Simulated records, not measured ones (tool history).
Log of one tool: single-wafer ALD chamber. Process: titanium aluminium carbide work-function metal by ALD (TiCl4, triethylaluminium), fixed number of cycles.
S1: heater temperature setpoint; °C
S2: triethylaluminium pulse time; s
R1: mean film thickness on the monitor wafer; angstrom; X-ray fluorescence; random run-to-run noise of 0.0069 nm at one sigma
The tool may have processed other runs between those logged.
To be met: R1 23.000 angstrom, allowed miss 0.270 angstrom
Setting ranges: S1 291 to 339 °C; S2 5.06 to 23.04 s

{"run": 1, "hour": 0.0, "S1": 315, "S2": 14.05, "R1": 21.821}
{"run": 2, "hour": 1.9, "S1": 315, "S2": 12.44, "R1": 21.785}
{"run": 3, "hour": 9.1, "S1": 315, "S2": 15.2, "R1": 21.839}
{"run": 4, "hour": 17.3, "S1": 319, "S2": 15.35, "R1": 22.267}
{"run": 5, "hour": 24.1, "S1": 321, "S2": 15.47, "R1": 22.446}
{"run": 6, "hour": 28.1, "S1": 321, "S2": 11.96, "R1": 22.247}
{"run": 7, "hour": 32.1, "S1": 323, "S2": 12.15, "R1": 22.368}
{"run": 8, "hour": 35.3, "S1": 325, "S2": 12.35, "R1": 22.653}

Exactly one of the 4 candidate moves below puts every result within its allowed miss. Which one?
{"run": "A", "hour": 38.5, "S1": 328, "S2": 15.21, "R1": "?"}
{"run": "B", "hour": 38.5, "S1": 325, "S2": 13.37, "R1": "?"}
{"run": "C", "hour": 38.5, "S1": 322, "S2": 12.32, "R1": "?"}
{"run": "D", "hour": 38.5, "S1": 322, "S2": 11.24, "R1": "?"}

move=A R1=22.848
move=B R1=22.508
move=C R1=22.180
move=D R1=22.048
A: every result lands within tolerance
B: further off than the last run
C: further off than the last run
D: further off than the last run
Correct choice: A, which meets every target
